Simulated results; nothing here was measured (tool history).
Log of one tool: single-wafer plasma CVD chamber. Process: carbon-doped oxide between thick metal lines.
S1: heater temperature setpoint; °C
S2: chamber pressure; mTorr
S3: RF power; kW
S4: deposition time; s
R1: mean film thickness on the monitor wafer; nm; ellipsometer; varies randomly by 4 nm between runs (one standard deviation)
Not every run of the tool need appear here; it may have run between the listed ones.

{"run": 1, "day": 0.0, "S1": 340, "S2": 4990, "S3": 0.51, "S4": 129, "R1": 654.88}
{"run": 2, "day": 0.133, "S1": 339, "S2": 5180, "S3": 0.52, "S4": 129, "R1": 661.63}
{"run": 3, "day": 0.238, "S1": 338, "S2": 5250, "S3": 0.535, "S4": 129, "R1": 685.09}
{"run": 4, "day": 0.446, "S1": 338, "S2": 5250, "S3": 0.48, "S4": 129, "R1": 619.28}
{"run": 5, "day": 0.675, "S1": 338, "S2": 5270, "S3": 0.495, "S4": 129, "R1": 641.78}
{"run": 6, "day": 0.796, "S1": 338, "S2": 5270, "S3": 0.495, "S4": 123, "R1": 612.51}
{"run": 7, "day": 1.096, "S1": 338, "S2": 5290, "S3": 0.51, "S4": 123, "R1": 627.8}
{"run": 8, "day": 1.312, "S1": 338, "S2": 5310, "S3": 0.525, "S4": 123, "R1": 644.25}
{"run": 9, "day": 1.462, "S1": 338, "S2": 5330, "S3": 0.54, "S4": 123, "R1": 666.82}
{"run": 10, "day": 1.767, "S1": 338, "S2": 5400, "S3": 0.55, "S4": 123, "R1": 670.4}

Run 11 has not been measured yet. What should we expect?
{"run": 11, "day": 2.033, "S1": 329, "S2": 6320, "S3": 0.625, "S4": 124, "R1": "?"}

Logged for run 11: R1 789.39 nm.
